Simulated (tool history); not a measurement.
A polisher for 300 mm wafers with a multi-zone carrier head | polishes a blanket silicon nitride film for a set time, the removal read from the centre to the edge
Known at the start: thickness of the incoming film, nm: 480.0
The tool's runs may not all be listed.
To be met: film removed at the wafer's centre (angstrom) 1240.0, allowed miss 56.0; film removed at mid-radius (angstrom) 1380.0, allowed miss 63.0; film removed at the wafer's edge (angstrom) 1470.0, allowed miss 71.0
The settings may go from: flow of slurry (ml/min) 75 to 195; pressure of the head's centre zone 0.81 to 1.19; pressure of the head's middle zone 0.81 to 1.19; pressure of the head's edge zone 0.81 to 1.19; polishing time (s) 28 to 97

| run | hour | flow of slurry (ml/min) | pressure of the head's centre zone | pressure of the head's middle zone | pressure of the head's edge zone | polishing time (s) | film removed at the wafer's centre (angstrom) | film removed at mid-radius (angstrom) | film removed at the wafer's edge (angstrom) |
|---|---|---|---|---|---|---|---|---|---|
| 1 | 0.0 | 125 | 1.00 | 1.00 | 1.00 | 62 | 1644.0 | 1739.7 | 1743.0 |
| 2 | 6.4 | 125 | 1.04 | 1.00 | 1.00 | 62 | 1706.2 | 1748.3 | 1733.6 |
| 3 | 14.9 | 125 | 1.04 | 1.00 | 1.05 | 62 | 1705.9 | 1679.3 | 1745.7 |
| 4 | 18.0 | 125 | 1.04 | 1.00 | 1.05 | 46 | 1272.2 | 1279.5 | 1323.2 |
| 5 | 19.3 | 125 | 1.04 | 1.00 | 1.00 | 46 | 1252.6 | 1214.9 | 1306.5 |
| 6 | 26.9 | 125 | 1.04 | 1.00 | 1.00 | 39 | 1079.8 | 1051.4 | 1110.2 |
| 7 | 35.9 | 130 | 1.01 | 0.99 | 1.05 | 41 | 1136.9 | 1113.8 | 1178.3 |
| 8 | 40.8 | 115 | 0.99 | 0.99 | 1.07 | 45 | 1143.8 | 1201.0 | 1253.7 |
| 9 | 43.6 | 115 | 0.97 | 0.98 | 1.09 | 47 | 1202.4 | 1251.4 | 1360.1 |

Which of these 5 next moves meets every target?
| A | 46.4 | 140 | 1.02 | 1.12 | 1.07 | 45 | ? | ? | ? |
| B | 46.4 | 130 | 0.90 | 1.14 | 1.06 | 51 | ? | ? | ? |
| C | 46.4 | 100 | 0.93 | 1.12 | 1.05 | 53 | ? | ? | ? |
| D | 46.4 | 150 | 1.02 | 0.97 | 1.08 | 40 | ? | ? | ? |
| E | 46.4 | 95 | 0.97 | 1.04 | 1.11 | 52 | ? | ? | ? |

| move | film removed at the wafer's centre (angstrom) | film removed at mid-radius (angstrom) | film removed at the wafer's edge (angstrom) |
|---|---|---|---|
| A | 1253.3 | 1394.3 | 1359.3 |
| B | 1257.8 | 1580.2 | 1516.6 |
| C | 1245.5 | 1514.6 | 1500.1 |
| D | 1130.2 | 1111.9 | 1227.8 |
| E | 1243.1 | 1374.0 | 1495.6 |
A: brings the result that was furthest off to its target, and leaves another outside
B: takes the result that was furthest off past its target
C: takes the result that was furthest off past its target
D: further off than the last run
E: meets every target
Move E is the one to make.
